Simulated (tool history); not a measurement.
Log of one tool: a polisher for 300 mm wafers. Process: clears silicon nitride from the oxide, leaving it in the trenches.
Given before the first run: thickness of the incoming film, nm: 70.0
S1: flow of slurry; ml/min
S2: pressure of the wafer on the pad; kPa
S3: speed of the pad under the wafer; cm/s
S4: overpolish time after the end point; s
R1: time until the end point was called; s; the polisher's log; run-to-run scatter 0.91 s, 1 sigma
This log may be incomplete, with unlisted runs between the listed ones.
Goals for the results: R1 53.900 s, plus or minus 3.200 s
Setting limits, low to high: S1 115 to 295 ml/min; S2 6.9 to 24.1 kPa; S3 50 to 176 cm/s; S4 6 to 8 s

Run 1, hour 0.0: S1 190 ml/min, S2 15.2 kPa, S3 112 cm/s, S4 8 s. Result: R1 87.330 s.
Run 2, hour 3.7: S1 190 ml/min, S2 15.2 kPa, S3 132 cm/s, S4 8 s. Result: R1 76.043 s.
Run 3, hour 11.6: S1 215 ml/min, S2 15.2 kPa, S3 132 cm/s, S4 8 s. Result: R1 75.181 s.
Run 4, hour 14.2: S1 195 ml/min, S2 15.2 kPa, S3 132 cm/s, S4 8 s. Result: R1 76.035 s.
Run 5, hour 20.0: S1 215 ml/min, S2 15.2 kPa, S3 132 cm/s, S4 8 s. Result: R1 76.096 s.
Run 6, hour 23.5: S1 215 ml/min, S2 16.5 kPa, S3 132 cm/s, S4 8 s. Result: R1 69.503 s.
Run 7, hour 30.5: S1 215 ml/min, S2 17.2 kPa, S3 132 cm/s, S4 8 s. Result: R1 66.035 s.
Run 8, hour 37.9: S1 215 ml/min, S2 17.9 kPa, S3 132 cm/s, S4 8 s. Result: R1 63.656 s.
Run 9, hour 45.8: S1 215 ml/min, S2 18.6 kPa, S3 132 cm/s, S4 8 s. Result: R1 62.357 s.
Run 10, hour 48.4: S1 215 ml/min, S2 19.3 kPa, S3 132 cm/s, S4 8 s. Result: R1 61.745 s.
Run 11, hour 49.6: S1 215 ml/min, S2 20.0 kPa, S3 132 cm/s, S4 8 s. Result: R1 56.707 s.

Exactly one of the 5 candidate moves below puts every result within its allowed miss. Which one?
Run A, hour 50.8: S1 240 ml/min, S2 19.3 kPa, S3 124 cm/s, S4 7 s. Result: R1 ?.
Run B, hour 50.8: S1 225 ml/min, S2 20.7 kPa, S3 116 cm/s, S4 6 s. Result: R1 ?.
Run C, hour 50.8: S1 225 ml/min, S2 19.3 kPa, S3 126 cm/s, S4 6 s. Result: R1 ?.
Run D, hour 50.8: S1 130 ml/min, S2 17.9 kPa, S3 166 cm/s, S4 8 s. Result: R1 ?.
Run E, hour 50.8: S1 155 ml/min, S2 22.8 kPa, S3 110 cm/s, S4 8 s. Result: R1 ?.

move      R1
   A  62.495
   B  62.759
   C  61.950
   D  54.719
   E  63.050
A: its largest miss is bigger than the last run's
B: its largest miss is bigger than the last run's
C: its largest miss is bigger than the last run's
D: hits every target within its allowed miss
E: its largest miss is bigger than the last run's
D meets every target.
